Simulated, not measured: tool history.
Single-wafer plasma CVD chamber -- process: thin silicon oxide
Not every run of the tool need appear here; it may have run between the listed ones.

| run | day | heater temperature setpoint (K) | chamber pressure (Pa) | RF power (kW) | deposition time (s) | mean film thickness on the monitor wafer (nm) |
|---|---|---|---|---|---|---|
| 1 | 0 | 683.15 | 79.6 | 0.35 | 5.61 | 7.4713 |
| 2 | 0.2 | 683.15 | 79.6 | 0.325 | 5.61 | 7.122 |
| 3 | 0.517 | 674.15 | 79.6 | 0.325 | 5.61 | 7.2036 |
| 4 | 0.796 | 674.15 | 79.6 | 0.295 | 5.61 | 6.7719 |
| 5 | 1.162 | 674.15 | 84.1 | 0.295 | 5.61 | 7.0821 |
| 6 | 1.221 | 674.15 | 88.7 | 0.295 | 5.61 | 7.5547 |

The next listed run, before its measurement:
| 7 | 1.542 | 674.15 | 91.5 | 0.295 | 5.61 | ? |

{"run 7": {"mean film thickness on the monitor wafer (nm)": 7.8122}}
